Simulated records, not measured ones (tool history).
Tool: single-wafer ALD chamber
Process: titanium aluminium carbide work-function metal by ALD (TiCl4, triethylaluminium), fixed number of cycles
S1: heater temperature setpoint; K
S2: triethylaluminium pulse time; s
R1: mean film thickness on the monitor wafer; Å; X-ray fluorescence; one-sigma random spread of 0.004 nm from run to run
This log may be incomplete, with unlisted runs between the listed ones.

run 1 hour=0 | S1=568.15 S2=14.23 | R1=17.441
run 2 hour=4.6 | S1=568.15 S2=11.15 | R1=17.41
run 3 hour=13 | S1=568.15 S2=9.04 | R1=17.121
run 4 hour=21.4 | S1=576.15 S2=9.04 | R1=17.636
run 5 hour=29.9 | S1=576.15 S2=12.3 | R1=17.987
run 6 hour=37.1 | S1=576.15 S2=13.82 | R1=18.091
run 7 hour=37.9 | S1=570.15 S2=13.29 | R1=17.695
run 8 hour=44.6 | S1=565.15 S2=12.79 | R1=17.221
run 9 hour=49.9 | S1=562.15 S2=12.49 | R1=16.963
run 10 hour=58 | S1=560.15 S2=12.29 | R1=16.806
run 11 hour=65.5 | S1=560.15 S2=12.29 | R1=16.766

Forecast run 12:
run 12 hour=72.4 | S1=559.15 S2=12.16 | R1=?

For run 12 the tool returned R1 16.733 Å.
